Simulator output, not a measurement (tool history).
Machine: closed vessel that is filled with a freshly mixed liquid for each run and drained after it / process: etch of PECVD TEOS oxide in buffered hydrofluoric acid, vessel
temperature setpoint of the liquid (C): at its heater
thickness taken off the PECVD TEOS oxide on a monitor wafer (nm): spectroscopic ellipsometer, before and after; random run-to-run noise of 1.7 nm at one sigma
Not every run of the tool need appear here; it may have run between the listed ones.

| run | hour | temperature setpoint of the liquid (C) | parts of 40 % ammonium fluoride to one part of 49 % hydrofluoric acid (parts by volume) | time in the liquid (s) | thickness taken off the PECVD TEOS oxide on a monitor wafer (nm) |
|---|---|---|---|---|---|
| 1 | 0 | 23 | 16 | 95 | 127.01 |
| 2 | 2.9 | 25.5 | 13 | 95 | 178.93 |
| 3 | 5.8 | 25.5 | 15 | 95 | 156.33 |
| 4 | 7.1 | 27.5 | 12.5 | 95 | 206.61 |
| 5 | 12.9 | 28.5 | 10.5 | 95 | 259.37 |
| 6 | 19.4 | 29.5 | 10 | 95 | 285.77 |

What does the tool deliver on the next run?
| 7 | 28.3 | 30 | 9.5 | 95 | ? |

{"run 7": {"thickness taken off the PECVD TEOS oxide on a monitor wafer (nm)": 304.26}}

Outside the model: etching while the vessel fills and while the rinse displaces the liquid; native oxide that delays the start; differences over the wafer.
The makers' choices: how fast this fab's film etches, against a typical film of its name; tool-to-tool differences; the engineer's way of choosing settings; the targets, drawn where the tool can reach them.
